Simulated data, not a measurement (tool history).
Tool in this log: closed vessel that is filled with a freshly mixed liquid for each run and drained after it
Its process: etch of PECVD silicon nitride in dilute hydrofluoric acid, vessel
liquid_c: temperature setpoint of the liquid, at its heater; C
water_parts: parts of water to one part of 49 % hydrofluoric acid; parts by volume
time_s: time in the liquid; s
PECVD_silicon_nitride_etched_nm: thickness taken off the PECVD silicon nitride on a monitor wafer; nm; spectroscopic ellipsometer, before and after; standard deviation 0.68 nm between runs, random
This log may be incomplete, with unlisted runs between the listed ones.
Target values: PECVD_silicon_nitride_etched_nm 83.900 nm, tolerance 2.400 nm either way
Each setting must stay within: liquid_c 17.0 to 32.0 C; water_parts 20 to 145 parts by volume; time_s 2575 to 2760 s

run	hour	liquid_c	water_parts	time_s	PECVD_silicon_nitride_etched_nm
1	0.0	24.0	80	2575	59.485
2	2.0	25.5	80	2575	66.278
3	4.2	25.5	80	2575	66.812
4	11.4	25.5	80	2575	66.070
5	15.8	26.5	80	2575	72.221
6	16.8	27.0	80	2575	74.386
7	25.6	27.5	80	2575	75.349
8	32.1	28.0	80	2575	77.694
9	35.3	28.5	80	2575	80.984

Below are 5 possible settings for the next run. Only one of them brings all results inside the allowed miss of their targets. Which is it?
A	38.5	25.0	65	2605	?
B	38.5	29.5	85	2685	?
C	38.5	28.5	85	2660	?
D	38.5	27.0	80	2675	?
E	38.5	27.0	75	2600	?

move	PECVD_silicon_nitride_etched_nm
A	79.335
B	83.946
C	78.028
D	75.665
E	78.407
A: misses by more than the last run did
B: all results in spec
C: misses by more than the last run did
D: misses by more than the last run did
E: misses by more than the last run did
So the answer is move B, the one that meets all the targets.
